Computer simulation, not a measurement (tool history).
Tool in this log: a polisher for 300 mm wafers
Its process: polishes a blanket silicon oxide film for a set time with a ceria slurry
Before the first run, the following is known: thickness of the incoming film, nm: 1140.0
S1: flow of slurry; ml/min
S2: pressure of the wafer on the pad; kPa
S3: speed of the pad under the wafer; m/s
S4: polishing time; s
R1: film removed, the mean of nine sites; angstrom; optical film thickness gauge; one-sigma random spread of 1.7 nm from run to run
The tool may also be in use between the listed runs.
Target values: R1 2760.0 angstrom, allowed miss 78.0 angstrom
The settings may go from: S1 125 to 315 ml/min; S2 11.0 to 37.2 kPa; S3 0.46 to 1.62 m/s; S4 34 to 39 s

run,hour,S1,S2,S3,S4,R1
1,0.0,205,24.1,1.04,39,2183.6
2,8.3,205,20.7,1.04,39,1868.5
3,13.7,205,20.7,1.04,39,1847.3
4,17.1,210,23.4,1.04,39,2109.5
5,17.7,215,25.5,1.04,39,2306.8
# hour 24.4: head pressure recalibrated
6,24.4,215,25.5,1.22,39,2426.3
7,30.1,215,26.2,1.22,39,2499.9
8,33.5,215,26.9,1.22,39,2553.3
9,38.2,215,27.6,1.22,39,2629.3

Pick the move, out of 5, that brings all results within their allowed miss; only one does.
A,42.9,200,33.1,1.20,38,?
B,42.9,195,26.2,1.26,39,?
C,42.9,195,33.1,1.08,39,?
D,42.9,190,28.3,1.20,38,?
E,42.9,220,27.6,1.48,37,?

move,R1
A,2991.2
B,2552.8
C,2773.1
D,2550.6
E,3003.3
A: moves the result that the last run missed by most past its target, out the other side
B: misses by more than the last run did
C: meets every target
D: misses by more than the last run did
E: moves the result that the last run missed by most past its target, out the other side
So the answer is move C, the one that meets all the targets.

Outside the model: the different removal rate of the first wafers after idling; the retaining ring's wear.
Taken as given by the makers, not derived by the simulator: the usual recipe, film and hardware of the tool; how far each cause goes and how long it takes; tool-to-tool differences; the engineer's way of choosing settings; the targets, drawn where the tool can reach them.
